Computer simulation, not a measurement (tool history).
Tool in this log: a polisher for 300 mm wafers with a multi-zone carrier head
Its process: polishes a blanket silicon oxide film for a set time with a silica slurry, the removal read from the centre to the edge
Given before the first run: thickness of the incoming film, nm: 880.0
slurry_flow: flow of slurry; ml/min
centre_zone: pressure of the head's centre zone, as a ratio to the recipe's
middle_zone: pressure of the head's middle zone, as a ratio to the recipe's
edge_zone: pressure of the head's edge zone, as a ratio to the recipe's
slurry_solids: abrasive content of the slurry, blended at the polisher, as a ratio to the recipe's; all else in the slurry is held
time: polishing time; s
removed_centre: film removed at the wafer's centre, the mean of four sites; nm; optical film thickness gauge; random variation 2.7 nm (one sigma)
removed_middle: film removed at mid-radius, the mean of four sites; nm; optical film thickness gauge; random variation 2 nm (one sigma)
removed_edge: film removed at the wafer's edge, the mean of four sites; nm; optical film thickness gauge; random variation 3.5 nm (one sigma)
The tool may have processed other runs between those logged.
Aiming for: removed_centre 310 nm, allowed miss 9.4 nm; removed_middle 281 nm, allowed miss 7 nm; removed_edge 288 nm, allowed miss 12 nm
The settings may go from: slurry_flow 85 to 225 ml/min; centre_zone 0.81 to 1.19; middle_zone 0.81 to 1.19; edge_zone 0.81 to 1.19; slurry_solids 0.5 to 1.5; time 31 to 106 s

run,day,slurry_flow,centre_zone,middle_zone,edge_zone,slurry_solids,time,removed_centre,removed_middle,removed_edge
1,0,145,1,1,1,1,68,191.91,189.65,189.19
2,0.308,150,1.01,1.01,1.02,1.05,69,199.08,203.15,199.82
3,0.562,155,1.03,1,1.03,1.1,70,212.55,206.98,201.3
4,0.762,150,1.04,0.99,1.04,1.15,72,222.36,214.72,215.77
5,0.954,150,0.98,0.99,1.04,1.15,72,209.19,213.79,216.24
6,1.046,150,1,0.99,1.05,1.2,73,221.31,224.08,221.92
7,1.262,150,1.01,0.99,1.06,1.25,74,233.43,229.08,227.92
8,1.446,190,1.05,1.01,1.16,1.5,79,282.32,276.04,286.56
9,1.583,190,1.06,1.01,1.16,1.5,79,290.16,278.32,288.85
10,1.75,190,1.07,1.01,1.16,1.5,79,288.58,282,284.54
11,2.071,190,1.08,1,1.16,1.5,79,289.14,274.64,289.27
12,2.442,190,1.09,1,1.16,1.5,79,291.94,277.25,292.6
13,2.538,195,1.1,1,1.15,1.5,79,296.06,276.98,281.04

Which of these 5 next moves meets every target?
A,2.633,160,1.08,1,1.19,1.5,87,?,?,?
B,2.633,185,1.1,0.96,1.18,1.5,83,?,?,?
C,2.633,205,1.14,1,1.14,1.5,79,?,?,?
D,2.633,225,1.19,1.14,1.06,1.5,75,?,?,?
E,2.633,215,1.06,1.09,1.14,1.5,74,?,?,?

move,removed_centre,removed_middle,removed_edge
A,309.56,293.98,313.08
B,308.2,278.24,303.23
C,306.94,278.33,286.72
D,305.85,298.84,264.44
E,274.31,282.23,269.63
A: gets the furthest-off result to its target, but another result is out of tolerance
B: gets the furthest-off result to its target, but another result is out of tolerance
C: in spec on every target
D: gets the furthest-off result to its target, but another result is out of tolerance
E: moves away from the targets compared with the last run
C is the move that brings every result within its allowed miss.

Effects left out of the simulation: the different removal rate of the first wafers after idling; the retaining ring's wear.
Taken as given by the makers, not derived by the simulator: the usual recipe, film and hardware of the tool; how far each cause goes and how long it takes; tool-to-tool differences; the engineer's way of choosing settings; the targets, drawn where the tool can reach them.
